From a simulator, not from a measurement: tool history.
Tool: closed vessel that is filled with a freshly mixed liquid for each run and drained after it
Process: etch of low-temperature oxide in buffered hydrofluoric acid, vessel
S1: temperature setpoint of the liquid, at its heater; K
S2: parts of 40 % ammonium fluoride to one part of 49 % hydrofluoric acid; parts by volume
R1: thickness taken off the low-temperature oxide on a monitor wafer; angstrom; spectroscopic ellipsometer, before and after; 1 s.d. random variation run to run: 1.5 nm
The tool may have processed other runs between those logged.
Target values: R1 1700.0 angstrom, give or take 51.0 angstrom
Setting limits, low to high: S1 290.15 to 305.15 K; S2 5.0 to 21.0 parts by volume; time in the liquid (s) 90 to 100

run 1 hour=0.0 | S1=298.15 S2=13.0 time_in_the_liquid_(s)=90 | R1=2045.3
run 2 hour=3.3 | S1=300.15 S2=13.0 time_in_the_liquid_(s)=90 | R1=2323.4
run 3 hour=12.5 | S1=298.65 S2=13.0 time_in_the_liquid_(s)=90 | R1=2118.1
run 4 hour=13.3 | S1=298.65 S2=13.0 time_in_the_liquid_(s)=100 | R1=2364.7
run 5 hour=14.3 | S1=298.65 S2=14.5 time_in_the_liquid_(s)=100 | R1=2145.5
run 6 hour=18.4 | S1=298.65 S2=14.5 time_in_the_liquid_(s)=100 | R1=2107.7
run 7 hour=21.6 | S1=297.65 S2=14.5 time_in_the_liquid_(s)=100 | R1=1993.0
run 8 hour=23.3 | S1=297.15 S2=14.5 time_in_the_liquid_(s)=100 | R1=1946.6

Which single option among these 5 for the next run brings every result within its allowed miss of target? Just one does.
run A hour=25.0 | S1=297.65 S2=15.0 time_in_the_liquid_(s)=95 | R1=?
run B hour=25.0 | S1=297.15 S2=16.5 time_in_the_liquid_(s)=90 | R1=?
run C hour=25.0 | S1=298.15 S2=16.5 time_in_the_liquid_(s)=95 | R1=?
run D hour=25.0 | S1=299.15 S2=15.5 time_in_the_liquid_(s)=90 | R1=?
run E hour=25.0 | S1=296.15 S2=17.0 time_in_the_liquid_(s)=100 | R1=?

move=A R1=1848.0
move=B R1=1551.2
move=C R1=1729.0
move=D R1=1838.8
move=E R1=1584.3
A: gains on the last run, yet a result remains outside its allowed miss
B: the result that was furthest off in the last run now lies on the other side of its target
C: all results land within tolerance of their targets
D: gains on the last run, yet a result remains outside its allowed miss
E: the result that was furthest off in the last run now lies on the other side of its target
Answer: C
